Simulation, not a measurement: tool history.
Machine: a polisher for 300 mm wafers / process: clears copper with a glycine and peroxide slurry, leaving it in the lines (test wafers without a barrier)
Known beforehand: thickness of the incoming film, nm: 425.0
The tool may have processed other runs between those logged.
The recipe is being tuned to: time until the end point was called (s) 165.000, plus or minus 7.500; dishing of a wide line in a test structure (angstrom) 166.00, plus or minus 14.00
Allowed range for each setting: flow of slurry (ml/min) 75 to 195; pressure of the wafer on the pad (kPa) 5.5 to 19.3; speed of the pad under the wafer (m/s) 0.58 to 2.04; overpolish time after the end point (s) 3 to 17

run  hour  flow of slurry (ml/min)  pressure of the wafer on the pad (kPa)  speed of the pad under the wafer (m/s)  overpolish time after the end point (s)  time until the end point was called (s)  dishing of a wide line in a test structure (angstrom)
  1   0.0                      125                                    12.4                                    1.30                                        9                                   84.395                                                 162.33
  2   3.8                      125                                    12.4                                    0.98                                        9                                  104.220                                                 157.58
  3   5.1                      125                                    10.3                                    0.98                                        9                                  119.510                                                 146.74
  4   7.3                      105                                    10.3                                    0.98                                        9                                  123.700                                                 137.76
  5  12.6                      110                                     9.7                                    0.94                                       11                                  132.610                                                 148.38
  6  16.2                      110                                     9.0                                    0.92                                       12                                  138.830                                                 148.79
  7  22.1                      110                                     9.0                                    0.92                                       12                                  141.570                                                 160.52
  8  25.3                      105                                     8.3                                    0.92                                       12                                  148.410                                                 147.61
  9  30.6                      105                                     8.3                                    0.90                                       13                                  152.970                                                 160.38

Consider the 5 candidate settings below. Which is the only one whose results all fall within their allowed miss of target?
  A  35.9                       85                                    11.0                                    0.64                                       15                                        ?                                                      ?
  B  35.9                       95                                     6.2                                    0.90                                       11                                        ?                                                      ?
  C  35.9                       90                                     6.9                                    0.84                                       11                                        ?                                                      ?
  D  35.9                      130                                     6.9                                    0.78                                       12                                        ?                                                      ?
  E  35.9                       90                                     9.7                                    0.92                                       11                                        ?                                                      ?

move  time until the end point was called (s)  dishing of a wide line in a test structure (angstrom)
   A                                  166.230                                                 163.38
   B                                  185.910                                                 130.12
   C                                  184.640                                                 130.64
   D                                  176.990                                                 142.84
   E                                  140.650                                                 146.77
A: every result within its allowed miss
B: pushes the last run's worst result past its target
C: pushes the last run's worst result past its target
D: pushes the last run's worst result past its target
E: misses by more than the last run did
The move that meets every target is A.
